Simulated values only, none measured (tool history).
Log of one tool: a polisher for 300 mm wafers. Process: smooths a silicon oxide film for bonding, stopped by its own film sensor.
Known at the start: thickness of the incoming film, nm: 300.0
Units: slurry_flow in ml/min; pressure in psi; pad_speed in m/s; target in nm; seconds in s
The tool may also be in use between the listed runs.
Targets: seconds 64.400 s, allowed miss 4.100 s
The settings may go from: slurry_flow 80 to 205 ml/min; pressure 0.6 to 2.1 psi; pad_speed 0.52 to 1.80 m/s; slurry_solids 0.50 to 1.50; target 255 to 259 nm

| run | hour | slurry_flow | pressure | pad_speed | slurry_solids | target | seconds |
|---|---|---|---|---|---|---|---|
| 1 | 0.0 | 135 | 1.3 | 1.16 | 1.00 | 255 | 89.945 |
| 2 | 5.7 | 135 | 1.4 | 1.18 | 1.00 | 255 | 84.025 |
| 3 | 13.8 | 135 | 1.4 | 1.18 | 1.00 | 255 | 81.766 |
| 4 | 20.7 | 105 | 1.4 | 1.18 | 1.00 | 255 | 83.946 |
| 5 | 22.5 | 105 | 1.5 | 1.20 | 1.00 | 255 | 79.292 |
| 6 | 23.8 | 105 | 1.5 | 1.20 | 1.00 | 255 | 77.719 |
| 7 | 30.3 | 105 | 1.6 | 1.20 | 1.00 | 255 | 73.956 |
| 8 | 35.9 | 105 | 1.7 | 1.22 | 1.00 | 255 | 69.296 |

Which of these 4 next moves meets every target?
| A | 41.5 | 100 | 1.5 | 1.20 | 1.05 | 255 | ? |
| B | 41.5 | 115 | 1.4 | 1.40 | 0.90 | 256 | ? |
| C | 41.5 | 125 | 1.4 | 1.24 | 1.05 | 255 | ? |
| D | 41.5 | 145 | 1.7 | 1.26 | 1.05 | 255 | ? |

| move | seconds |
|---|---|
| A | 77.473 |
| B | 74.598 |
| C | 78.161 |
| D | 62.937 |
A: further off than the last run
B: further off than the last run
C: further off than the last run
D: meets every target
Move D is the one to make.
